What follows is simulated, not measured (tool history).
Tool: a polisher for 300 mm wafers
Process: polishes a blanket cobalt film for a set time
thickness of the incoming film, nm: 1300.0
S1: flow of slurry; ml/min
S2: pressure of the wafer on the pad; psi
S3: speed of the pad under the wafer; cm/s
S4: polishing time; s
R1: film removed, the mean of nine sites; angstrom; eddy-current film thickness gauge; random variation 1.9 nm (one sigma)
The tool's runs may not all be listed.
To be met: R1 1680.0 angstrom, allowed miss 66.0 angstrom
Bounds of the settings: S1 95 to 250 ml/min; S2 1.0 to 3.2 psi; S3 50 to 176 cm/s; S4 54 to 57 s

Run 1, hour 0.0: S1 160 ml/min, S2 2.1 psi, S3 112 cm/s, S4 54 s. Result: R1 3047.3 angstrom.
Run 2, hour 2.5: S1 185 ml/min, S2 2.1 psi, S3 112 cm/s, S4 54 s. Result: R1 3144.2 angstrom.
Run 3, hour 8.4: S1 185 ml/min, S2 2.0 psi, S3 112 cm/s, S4 54 s. Result: R1 2930.1 angstrom.
Run 4, hour 12.4: S1 185 ml/min, S2 1.9 psi, S3 112 cm/s, S4 54 s. Result: R1 2847.5 angstrom.
Run 5, hour 18.2: S1 185 ml/min, S2 1.8 psi, S3 110 cm/s, S4 54 s. Result: R1 2693.6 angstrom.
Run 6, hour 22.5: S1 185 ml/min, S2 1.8 psi, S3 128 cm/s, S4 54 s. Result: R1 3085.0 angstrom.
Run 7, hour 27.6: S1 185 ml/min, S2 1.7 psi, S3 124 cm/s, S4 54 s. Result: R1 2859.8 angstrom.
Run 8, hour 32.0: S1 185 ml/min, S2 1.6 psi, S3 122 cm/s, S4 54 s. Result: R1 2613.7 angstrom.

Which of these 5 next moves meets every target?
Run A, hour 36.4: S1 205 ml/min, S2 1.4 psi, S3 100 cm/s, S4 54 s. Result: R1 ?.
Run B, hour 36.4: S1 165 ml/min, S2 1.3 psi, S3 104 cm/s, S4 54 s. Result: R1 ?.
Run C, hour 36.4: S1 150 ml/min, S2 1.6 psi, S3 80 cm/s, S4 54 s. Result: R1 ?.
Run D, hour 36.4: S1 155 ml/min, S2 1.8 psi, S3 78 cm/s, S4 54 s. Result: R1 ?.
Run E, hour 36.4: S1 160 ml/min, S2 1.4 psi, S3 96 cm/s, S4 54 s. Result: R1 ?.

move      R1
   A  1890.8
   B  1792.7
   C  1682.7
   D  1845.5
   E  1775.5
A: nearer than the last run, and not there yet
B: nearer than the last run, and not there yet
C: meets every target
D: nearer than the last run, and not there yet
E: nearer than the last run, and not there yet
Move C is the one to make.
